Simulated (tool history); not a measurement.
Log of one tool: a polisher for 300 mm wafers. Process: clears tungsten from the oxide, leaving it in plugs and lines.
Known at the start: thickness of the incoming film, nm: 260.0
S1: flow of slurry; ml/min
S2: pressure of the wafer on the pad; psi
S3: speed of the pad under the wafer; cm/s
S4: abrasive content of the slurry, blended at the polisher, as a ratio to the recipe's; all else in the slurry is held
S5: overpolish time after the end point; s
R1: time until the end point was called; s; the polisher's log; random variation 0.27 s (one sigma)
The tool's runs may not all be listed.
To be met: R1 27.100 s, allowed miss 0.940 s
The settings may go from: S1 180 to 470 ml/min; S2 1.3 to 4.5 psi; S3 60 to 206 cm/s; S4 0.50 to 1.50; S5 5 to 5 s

{"run": 1, "hour": 0.0, "S1": 300, "S2": 2.9, "S3": 132, "S4": 1.0, "S5": 5, "R1": 46.899}
{"run": 2, "hour": 2.5, "S1": 300, "S2": 2.9, "S3": 116, "S4": 1.0, "S5": 5, "R1": 54.077}
{"run": 3, "hour": 4.1, "S1": 300, "S2": 3.1, "S3": 118, "S4": 1.0, "S5": 5, "R1": 49.194}
{"run": 4, "hour": 6.5, "S1": 300, "S2": 3.1, "S3": 118, "S4": 0.8, "S5": 5, "R1": 50.93}
{"run": 5, "hour": 14.1, "S1": 360, "S2": 3.1, "S3": 118, "S4": 0.8, "S5": 5, "R1": 51.016}
{"run": 6, "hour": 19.7, "S1": 360, "S2": 3.2, "S3": 120, "S4": 0.8, "S5": 5, "R1": 47.482}
{"run": 7, "hour": 28.6, "S1": 360, "S2": 3.3, "S3": 120, "S4": 0.8, "S5": 5, "R1": 46.441}
{"run": 8, "hour": 30.0, "S1": 360, "S2": 3.4, "S3": 122, "S4": 0.8, "S5": 5, "R1": 44.677}
{"run": 9, "hour": 33.3, "S1": 360, "S2": 3.5, "S3": 124, "S4": 0.8, "S5": 5, "R1": 41.795}
{"run": 10, "hour": 37.3, "S1": 360, "S2": 3.6, "S3": 126, "S4": 0.8, "S5": 5, "R1": 41.518}
{"run": 11, "hour": 41.9, "S1": 360, "S2": 3.7, "S3": 128, "S4": 0.8, "S5": 5, "R1": 38.692}
{"run": 12, "hour": 48.7, "S1": 360, "S2": 3.8, "S3": 130, "S4": 0.8, "S5": 5, "R1": 37.606}
{"run": 13, "hour": 56.6, "S1": 360, "S2": 3.9, "S3": 132, "S4": 0.8, "S5": 5, "R1": 36.012}
{"run": 14, "hour": 62.5, "S1": 360, "S2": 4.0, "S3": 134, "S4": 0.8, "S5": 5, "R1": 34.375}
{"run": 15, "hour": 69.3, "S1": 360, "S2": 4.1, "S3": 136, "S4": 0.8, "S5": 5, "R1": 33.699}
{"run": 16, "hour": 76.6, "S1": 360, "S2": 4.1, "S3": 138, "S4": 0.8, "S5": 5, "R1": 33.343}
{"run": 17, "hour": 77.2, "S1": 360, "S2": 4.1, "S3": 140, "S4": 0.8, "S5": 5, "R1": 32.603}

Which of these 4 next moves meets every target?
{"run": "A", "hour": 77.8, "S1": 355, "S2": 3.7, "S3": 126, "S4": 0.75, "S5": 5, "R1": "?"}
{"run": "B", "hour": 77.8, "S1": 470, "S2": 4.5, "S3": 144, "S4": 1.0, "S5": 5, "R1": "?"}
{"run": "C", "hour": 77.8, "S1": 360, "S2": 3.6, "S3": 118, "S4": 0.65, "S5": 5, "R1": "?"}
{"run": "D", "hour": 77.8, "S1": 355, "S2": 4.0, "S3": 130, "S4": 0.9, "S5": 5, "R1": "?"}

move=A R1=40.524
move=B R1=27.444
move=C R1=45.311
move=D R1=35.336
A: further off than the last run
B: meets every target
C: further off than the last run
D: further off than the last run
Move B is the one to make.
